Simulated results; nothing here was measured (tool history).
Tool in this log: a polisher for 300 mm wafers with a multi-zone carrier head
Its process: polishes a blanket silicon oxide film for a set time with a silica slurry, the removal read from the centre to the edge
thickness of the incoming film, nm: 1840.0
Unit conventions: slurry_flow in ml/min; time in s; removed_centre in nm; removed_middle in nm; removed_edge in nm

| run | hour | slurry_flow | centre_zone | middle_zone | edge_zone | slurry_solids | time | removed_centre | removed_middle | removed_edge |
|---|---|---|---|---|---|---|---|---|---|---|
| 1 | 0.0 | 215 | 1.00 | 1.00 | 1.00 | 1.00 | 51 | 208.63 | 208.09 | 200.58 |
| 2 | 6.4 | 220 | 1.02 | 1.00 | 1.04 | 1.15 | 53 | 241.00 | 228.77 | 226.40 |
| 3 | 11.6 | 220 | 1.01 | 1.00 | 1.07 | 1.25 | 55 | 259.06 | 245.07 | 250.49 |
| 4 | 12.4 | 185 | 1.01 | 1.00 | 1.07 | 1.25 | 55 | 249.81 | 236.13 | 243.13 |
| 5 | 16.8 | 185 | 0.96 | 1.00 | 1.07 | 1.25 | 55 | 234.22 | 243.47 | 242.54 |
| 6 | 18.6 | 185 | 0.96 | 1.00 | 1.03 | 1.25 | 55 | 239.43 | 242.02 | 240.22 |

Forecast run 7:
| 7 | 19.1 | 205 | 0.98 | 1.01 | 1.06 | 1.35 | 56 | ? | ? | ? |

removed_centre: 254.64 nm
removed_middle: 262.50 nm
removed_edge: 263.11 nm

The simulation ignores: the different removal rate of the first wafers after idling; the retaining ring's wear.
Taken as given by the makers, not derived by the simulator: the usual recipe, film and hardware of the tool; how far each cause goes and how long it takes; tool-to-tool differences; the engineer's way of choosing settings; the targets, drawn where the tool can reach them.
